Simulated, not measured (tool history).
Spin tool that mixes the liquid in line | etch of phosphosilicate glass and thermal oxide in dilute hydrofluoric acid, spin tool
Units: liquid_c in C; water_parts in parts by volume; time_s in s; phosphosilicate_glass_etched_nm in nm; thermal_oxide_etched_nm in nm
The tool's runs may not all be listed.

run,hour,liquid_c,water_parts,time_s,phosphosilicate_glass_etched_nm,thermal_oxide_etched_nm
1,0,23,110,55,51.759,2.4781
2,6.4,21,110,55,47.75,2.3228
3,10.7,21,110,65,56.628,2.6754
4,12.1,21,110,90,77.96,3.8609
5,15.7,21,110,70,60.606,2.9142
6,21,21.5,110,70,62.13,2.9503
7,28.7,22,110,70,63.407,2.9715
8,29.3,22.5,110,70,64.533,3.0883

Run 9 comes next. What will it give?
9,37,23,110,70,?,?

Run 9 gave phosphosilicate_glass_etched_nm 65.667 nm, thermal_oxide_etched_nm 3.1679 nm.
